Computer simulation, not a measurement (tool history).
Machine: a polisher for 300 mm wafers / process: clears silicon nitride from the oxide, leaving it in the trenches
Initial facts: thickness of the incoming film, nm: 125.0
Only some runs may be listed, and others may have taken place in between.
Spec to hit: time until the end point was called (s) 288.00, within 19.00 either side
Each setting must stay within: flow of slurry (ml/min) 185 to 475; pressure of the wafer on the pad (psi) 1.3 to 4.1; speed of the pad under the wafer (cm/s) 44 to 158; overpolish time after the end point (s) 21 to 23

run  hour  flow of slurry (ml/min)  pressure of the wafer on the pad (psi)  speed of the pad under the wafer (cm/s)  overpolish time after the end point (s)  time until the end point was called (s)
  1   0.0                      305                                     2.7                                      100                                       21                                   174.61
  2   4.1                      305                                     2.7                                      100                                       21                                   181.11
  3  13.2                      305                                     2.6                                      100                                       21                                   187.88
  4  22.1                      355                                     2.6                                      100                                       21                                   185.40
     28.8  -- head pressure recalibrated
  5  28.8                      355                                     2.6                                      112                                       21                                   152.77
  6  33.3                      355                                     2.6                                      138                                       21                                   123.56
  7  37.2                      350                                     2.4                                      134                                       21                                   132.75
  8  43.1                      340                                     1.7                                      106                                       21                                   230.83

Exactly one of the 4 candidate moves below puts every result within its allowed miss. Which one?
  A  49.0                      345                                     1.5                                      100                                       22                                        ?
  B  49.0                      335                                     1.7                                      104                                       21                                        ?
  C  49.0                      335                                     2.0                                      126                                       21                                        ?
  D  49.0                      385                                     1.4                                      120                                       23                                        ?

move  time until the end point was called (s)
   A                                   285.63
   B                                   244.75
   C                                   173.80
   D                                   253.13
A: every result within its allowed miss
B: closes in on the targets versus the last run, not all within tolerance yet
C: further off than the last run
D: closes in on the targets versus the last run, not all within tolerance yet
Go with A: it meets all targets.
